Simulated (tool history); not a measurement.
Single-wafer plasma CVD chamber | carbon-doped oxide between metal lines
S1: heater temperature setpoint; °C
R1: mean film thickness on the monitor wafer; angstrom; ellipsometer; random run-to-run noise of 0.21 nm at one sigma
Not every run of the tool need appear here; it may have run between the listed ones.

run 1 hour=0 | S1=330 chamber_pressure_(Torr)=4.13 RF_power_(kW)=0.655 deposition_time_(s)=13.5 | R1=873.53
run 2 hour=0.7 | S1=325 chamber_pressure_(Torr)=4.13 RF_power_(kW)=0.655 deposition_time_(s)=13.5 | R1=887.44
run 3 hour=2.6 | S1=325 chamber_pressure_(Torr)=4.13 RF_power_(kW)=0.655 deposition_time_(s)=13.5 | R1=891.35
run 4 hour=9.1 | S1=323 chamber_pressure_(Torr)=4.25 RF_power_(kW)=0.66 deposition_time_(s)=13.5 | R1=905.49
run 5 hour=13.2 | S1=313 chamber_pressure_(Torr)=4.25 RF_power_(kW)=0.66 deposition_time_(s)=13.5 | R1=944.46
run 6 hour=20 | S1=313 chamber_pressure_(Torr)=4.25 RF_power_(kW)=0.695 deposition_time_(s)=13.5 | R1=968.98

What does the tool deliver on the next run?
run 7 hour=24.8 | S1=312 chamber_pressure_(Torr)=4.29 RF_power_(kW)=0.695 deposition_time_(s)=13.5 | R1=?

R1: 977.29 angstrom
